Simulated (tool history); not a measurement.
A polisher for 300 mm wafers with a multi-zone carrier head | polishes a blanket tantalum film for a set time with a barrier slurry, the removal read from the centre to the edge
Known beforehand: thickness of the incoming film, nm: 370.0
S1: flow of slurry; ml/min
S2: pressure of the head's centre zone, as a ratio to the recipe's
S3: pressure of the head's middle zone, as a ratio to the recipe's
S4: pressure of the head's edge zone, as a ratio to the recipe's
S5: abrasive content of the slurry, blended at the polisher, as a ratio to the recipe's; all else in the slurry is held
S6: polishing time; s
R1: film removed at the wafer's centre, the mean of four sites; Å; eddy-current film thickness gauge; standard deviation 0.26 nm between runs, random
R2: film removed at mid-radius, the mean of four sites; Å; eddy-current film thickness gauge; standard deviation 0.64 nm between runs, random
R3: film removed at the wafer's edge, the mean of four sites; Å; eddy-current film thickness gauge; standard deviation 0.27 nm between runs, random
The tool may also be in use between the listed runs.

run	hour	S1	S2	S3	S4	S5	S6	R1	R2	R3
1	0	225	1	1	1	1	46	524.68	580.3	556.91
2	7.3	220	0.99	1	0.98	0.95	46	516.49	573.46	538.99
3	15.8	220	0.99	1	0.98	1.15	46	541.08	624.86	565.48
4	23.1	215	0.98	1	0.96	1.1	46	535.13	594.13	558.2
5	29.5	220	0.97	1.02	0.95	1.05	46	516.42	608.33	549.18
6	34.7	220	0.97	1.02	0.95	0.95	46	503.57	578.04	533.07
7	36.4	215	0.96	1.03	0.93	0.9	46	489.74	569.96	514.42
8	41.8	170	0.86	1.03	0.83	0.65	46	372.25	496.62	416.23
9	48.8	175	0.86	1.03	0.83	0.65	46	377.44	480.3	420.87
10	53.4	180	0.86	1.04	0.83	0.65	46	379.11	492.32	418.81
11	61.2	185	0.86	1.04	0.83	0.65	46	374.21	491.61	421.06

Expected results for the next run?
12	67.5	190	0.87	1.04	0.83	0.65	46	?	?	?

Run 12 measured R1 384.31 Å, R2 498.21 Å, R3 425.23 Å.

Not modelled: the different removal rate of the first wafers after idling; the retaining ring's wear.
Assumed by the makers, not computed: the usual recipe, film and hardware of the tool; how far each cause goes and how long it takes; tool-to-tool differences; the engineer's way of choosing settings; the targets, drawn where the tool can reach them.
